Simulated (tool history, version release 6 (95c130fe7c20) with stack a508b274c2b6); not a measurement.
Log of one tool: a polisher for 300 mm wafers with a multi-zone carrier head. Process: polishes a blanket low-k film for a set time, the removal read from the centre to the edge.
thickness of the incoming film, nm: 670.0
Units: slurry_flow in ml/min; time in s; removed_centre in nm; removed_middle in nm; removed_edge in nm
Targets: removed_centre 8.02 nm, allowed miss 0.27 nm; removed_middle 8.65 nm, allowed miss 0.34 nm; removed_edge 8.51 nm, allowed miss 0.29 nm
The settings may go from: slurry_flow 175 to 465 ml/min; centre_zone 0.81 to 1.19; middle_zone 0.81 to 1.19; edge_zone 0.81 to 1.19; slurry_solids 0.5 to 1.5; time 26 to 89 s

{"run": 1, "hour": 0.0, "slurry_flow": 295, "centre_zone": 1, "middle_zone": 1, "edge_zone": 1, "slurry_solids": 1, "time": 57, "removed_centre": 12.803, "removed_middle": 12.837, "removed_edge": 12.948}
{"run": 2, "hour": 2.5, "slurry_flow": 295, "centre_zone": 1, "middle_zone": 1.08, "edge_zone": 1, "slurry_solids": 1, "time": 57, "removed_centre": 12.615, "removed_middle": 13.625, "removed_edge": 12.685}
{"run": 3, "hour": 11.4, "slurry_flow": 295, "centre_zone": 1, "middle_zone": 1.08, "edge_zone": 1, "slurry_solids": 1, "time": 46, "removed_centre": 10.164, "removed_middle": 11.031, "removed_edge": 10.249}
{"run": 4, "hour": 13.9, "slurry_flow": 290, "centre_zone": 0.99, "middle_zone": 1.06, "edge_zone": 0.99, "slurry_solids": 0.95, "time": 46, "removed_centre": 9.892, "removed_middle": 10.691, "removed_edge": 10.082}
{"run": 5, "hour": 18.3, "slurry_flow": 290, "centre_zone": 0.99, "middle_zone": 1.02, "edge_zone": 0.99, "slurry_solids": 0.95, "time": 46, "removed_centre": 9.958, "removed_middle": 10.056, "removed_edge": 10.198}
{"run": 6, "hour": 20.0, "slurry_flow": 290, "centre_zone": 0.99, "middle_zone": 1.02, "edge_zone": 1.05, "slurry_solids": 0.95, "time": 46, "removed_centre": 10.006, "removed_middle": 10.303, "removed_edge": 10.306}
{"run": 7, "hour": 24.1, "slurry_flow": 290, "centre_zone": 0.98, "middle_zone": 1.02, "edge_zone": 1.04, "slurry_solids": 0.9, "time": 46, "removed_centre": 9.6861, "removed_middle": 10.095, "removed_edge": 10.019}
{"run": 8, "hour": 27.1, "slurry_flow": 270, "centre_zone": 0.88, "middle_zone": 0.93, "edge_zone": 0.94, "slurry_solids": 0.7, "time": 46, "removed_centre": 7.9003, "removed_middle": 8.5454, "removed_edge": 8.8695}
{"run": 9, "hour": 29.5, "slurry_flow": 270, "centre_zone": 0.88, "middle_zone": 0.94, "edge_zone": 0.93, "slurry_solids": 0.7, "time": 46, "removed_centre": 7.8435, "removed_middle": 8.415, "removed_edge": 8.751}
{"run": 10, "hour": 33.6, "slurry_flow": 270, "centre_zone": 0.88, "middle_zone": 0.94, "edge_zone": 0.93, "slurry_solids": 0.7, "time": 46, "removed_centre": 7.9279, "removed_middle": 8.6711, "removed_edge": 8.7778}

Which of these 4 next moves meets every target?
{"run": "A", "hour": 37.7, "slurry_flow": 230, "centre_zone": 0.87, "middle_zone": 0.89, "edge_zone": 0.92, "slurry_solids": 0.6, "time": 52, "removed_centre": "?", "removed_middle": "?", "removed_edge": "?"}
{"run": "B", "hour": 37.7, "slurry_flow": 250, "centre_zone": 0.9, "middle_zone": 0.93, "edge_zone": 1.01, "slurry_solids": 0.85, "time": 45, "removed_centre": "?", "removed_middle": "?", "removed_edge": "?"}
{"run": "C", "hour": 37.7, "slurry_flow": 340, "centre_zone": 0.9, "middle_zone": 0.95, "edge_zone": 0.86, "slurry_solids": 0.8, "time": 43, "removed_centre": "?", "removed_middle": "?", "removed_edge": "?"}
{"run": "D", "hour": 37.7, "slurry_flow": 265, "centre_zone": 0.85, "middle_zone": 0.94, "edge_zone": 0.92, "slurry_solids": 1, "time": 44, "removed_centre": "?", "removed_middle": "?", "removed_edge": "?"}

move=A removed_centre=8.0727 removed_middle=8.7091 removed_edge=9.2231
move=B removed_centre=8.2579 removed_middle=8.9168 removed_edge=9.3869
move=C removed_centre=7.9592 removed_middle=8.7232 removed_edge=8.4776
move=D removed_centre=8.1162 removed_middle=9.3641 removed_edge=9.4369
A: further off than the last run
B: further off than the last run
C: meets every target
D: further off than the last run
The right move is C.
